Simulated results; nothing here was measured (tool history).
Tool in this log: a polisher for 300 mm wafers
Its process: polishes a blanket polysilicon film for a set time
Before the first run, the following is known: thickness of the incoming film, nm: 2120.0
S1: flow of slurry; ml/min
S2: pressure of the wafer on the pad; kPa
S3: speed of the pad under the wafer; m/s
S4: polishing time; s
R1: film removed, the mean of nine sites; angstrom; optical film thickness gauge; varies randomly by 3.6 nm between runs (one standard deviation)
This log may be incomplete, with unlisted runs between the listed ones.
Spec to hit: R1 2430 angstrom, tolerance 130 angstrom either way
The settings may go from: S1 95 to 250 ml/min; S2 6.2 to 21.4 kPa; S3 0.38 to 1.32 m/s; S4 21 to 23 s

Run 1, hour 0: S1 160 ml/min, S2 13.8 kPa, S3 0.84 m/s, S4 23 s. Result: R1 1368.3 angstrom.
Run 2, hour 4.8: S1 160 ml/min, S2 15.2 kPa, S3 0.84 m/s, S4 23 s. Result: R1 1544.6 angstrom.
Run 3, hour 5.4: S1 160 ml/min, S2 15.9 kPa, S3 0.84 m/s, S4 23 s. Result: R1 1564.1 angstrom.
Run 4, hour 6.3: S1 160 ml/min, S2 16.5 kPa, S3 0.86 m/s, S4 23 s. Result: R1 1674.8 angstrom.
Run 5, hour 10.7: S1 160 ml/min, S2 17.2 kPa, S3 0.88 m/s, S4 23 s. Result: R1 1822.8 angstrom.
Run 6, hour 14.2: S1 160 ml/min, S2 17.9 kPa, S3 0.88 m/s, S4 23 s. Result: R1 1895.9 angstrom.
Run 7, hour 23: S1 160 ml/min, S2 18.6 kPa, S3 0.88 m/s, S4 23 s. Result: R1 1885.9 angstrom.
Run 8, hour 29.5: S1 160 ml/min, S2 19.3 kPa, S3 0.9 m/s, S4 23 s. Result: R1 1993 angstrom.
Run 9, hour 37.2: S1 160 ml/min, S2 19.3 kPa, S3 0.92 m/s, S4 23 s. Result: R1 2062.9 angstrom.
Run 10, hour 43.4: S1 160 ml/min, S2 20.7 kPa, S3 0.94 m/s, S4 23 s. Result: R1 2324.8 angstrom.

Which of these 4 next moves meets every target?
Run A, hour 49.6: S1 200 ml/min, S2 17.9 kPa, S3 1.02 m/s, S4 23 s. Result: R1 ?.
Run B, hour 49.6: S1 150 ml/min, S2 21.4 kPa, S3 0.98 m/s, S4 23 s. Result: R1 ?.
Run C, hour 49.6: S1 215 ml/min, S2 20.7 kPa, S3 0.92 m/s, S4 21 s. Result: R1 ?.
Run D, hour 49.6: S1 170 ml/min, S2 20 kPa, S3 1 m/s, S4 21 s. Result: R1 ?.

move      R1
   A  2278.3
   B  2486.5
   C  2174.1
   D  2214.2
A: misses by more than the last run did
B: meets every target
C: misses by more than the last run did
D: misses by more than the last run did
The right move is B.
